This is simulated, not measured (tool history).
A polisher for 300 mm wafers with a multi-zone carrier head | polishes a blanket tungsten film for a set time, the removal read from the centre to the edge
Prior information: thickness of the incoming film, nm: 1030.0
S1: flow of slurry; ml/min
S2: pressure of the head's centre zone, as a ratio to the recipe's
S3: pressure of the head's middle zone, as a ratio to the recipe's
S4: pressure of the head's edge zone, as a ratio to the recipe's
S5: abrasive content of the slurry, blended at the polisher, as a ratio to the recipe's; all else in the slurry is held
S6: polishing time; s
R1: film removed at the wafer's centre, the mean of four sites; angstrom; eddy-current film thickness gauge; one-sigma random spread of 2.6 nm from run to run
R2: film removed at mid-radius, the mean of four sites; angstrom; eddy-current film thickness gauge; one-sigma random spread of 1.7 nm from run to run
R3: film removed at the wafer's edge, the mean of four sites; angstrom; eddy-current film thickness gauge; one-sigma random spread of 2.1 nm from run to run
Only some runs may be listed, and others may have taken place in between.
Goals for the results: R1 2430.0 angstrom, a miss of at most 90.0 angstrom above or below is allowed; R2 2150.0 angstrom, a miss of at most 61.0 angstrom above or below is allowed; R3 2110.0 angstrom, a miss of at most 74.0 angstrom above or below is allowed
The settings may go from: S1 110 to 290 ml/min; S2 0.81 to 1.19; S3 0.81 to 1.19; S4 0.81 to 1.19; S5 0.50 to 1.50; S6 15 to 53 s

run  hour   S1    S2    S3    S4    S5  S6      R1      R2      R3
  1   0.0  185  1.00  1.00  1.00  1.00  34  1477.0  1506.7  1531.7
  2   0.7  205  1.05  1.02  1.03  1.15  35  1683.1  1654.0  1668.3
  3   2.4  205  1.05  1.02  1.03  1.00  35  1635.4  1601.5  1632.3
  4   3.3  220  1.09  1.04  1.05  1.15  36  1790.5  1739.1  1733.2
  5  11.1  220  1.09  1.04  1.09  1.15  36  1799.3  1704.5  1775.3
  6  17.1  230  1.12  1.04  1.08  1.25  37  1965.9  1807.7  1811.1
  7  20.9  235  1.14  1.05  1.10  1.30  38  2084.3  1899.3  1923.9
  8  22.6  245  1.15  1.06  1.11  1.35  38  2113.1  1939.0  1940.0
  9  25.8  250  1.16  1.06  1.11  1.40  39  2167.1  1995.0  2051.2
 10  32.8  245  1.17  1.06  1.08  1.35  40  2253.4  2048.5  2040.9
 11  36.3  250  1.18  1.05  1.06  1.40  40  2275.5  2061.3  2048.6
 12  38.8  250  1.18  1.04  1.04  1.40  41  2405.3  2092.3  2091.0

Below are 5 possible settings for the next run. Only one of them brings all results inside the allowed miss of their targets. Which is it?
  A  41.3  240  1.19  0.98  1.02  1.50  41   ?   ?   ?
  B  41.3  285  1.17  1.01  1.08  1.45  40   ?   ?   ?
  C  41.3  240  1.18  1.04  0.97  1.35  43   ?   ?   ?
  D  41.3  240  1.10  0.98  1.12  1.50  42   ?   ?   ?
  E  41.3  245  1.17  1.00  1.06  1.40  41   ?   ?   ?

move      R1      R2      R3
   A  2391.0  1978.1  2072.2
   B  2329.9  2006.8  2074.8
   C  2439.7  2139.8  2098.4
   D  2262.9  2027.1  2185.5
   E  2327.7  1991.9  2073.6
A: misses by more than the last run did
B: misses by more than the last run did
C: all results in spec
D: misses by more than the last run did
E: misses by more than the last run did
The right move is C.
